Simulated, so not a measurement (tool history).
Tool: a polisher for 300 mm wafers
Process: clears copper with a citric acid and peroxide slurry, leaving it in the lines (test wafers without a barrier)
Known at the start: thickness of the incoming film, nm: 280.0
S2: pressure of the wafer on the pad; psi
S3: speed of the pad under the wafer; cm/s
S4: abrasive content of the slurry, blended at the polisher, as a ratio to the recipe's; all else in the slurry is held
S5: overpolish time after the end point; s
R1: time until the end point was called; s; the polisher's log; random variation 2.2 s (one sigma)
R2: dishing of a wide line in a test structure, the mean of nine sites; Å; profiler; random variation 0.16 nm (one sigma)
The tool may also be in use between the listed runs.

run 1 hour=0 | flow_of_slurry_(ml/min)=205 S2=2.2 S3=102 S4=1 S5=19 | R1=153.37 R2=242.65
run 2 hour=0.9 | flow_of_slurry_(ml/min)=205 S2=2.1 S3=102 S4=1 S5=16 | R1=160.11 R2=203.65
run 3 hour=5.3 | flow_of_slurry_(ml/min)=205 S2=2 S3=102 S4=1 S5=13 | R1=166.59 R2=160.87
run 4 hour=13.8 | flow_of_slurry_(ml/min)=205 S2=2 S3=102 S4=1 S5=6 | R1=166.08 R2=77.57
run 5 hour=16.4 | flow_of_slurry_(ml/min)=205 S2=2 S3=122 S4=1 S5=6 | R1=140.09 R2=91.449
run 6 hour=24.6 | flow_of_slurry_(ml/min)=205 S2=2.3 S3=122 S4=1 S5=6 | R1=125.36 R2=100.57
run 7 hour=33.3 | flow_of_slurry_(ml/min)=205 S2=2.1 S3=120 S4=1 S5=7 | R1=139.11 R2=107.67

Run 8 comes next. What will it give?
-- hour=39.5 head pressure recalibrated
run 8 hour=39.5 | flow_of_slurry_(ml/min)=200 S2=2 S3=120 S4=1 S5=7 | R1=? R2=?

{"run 8": {"R1": 148.85, "R2": 99.991}}
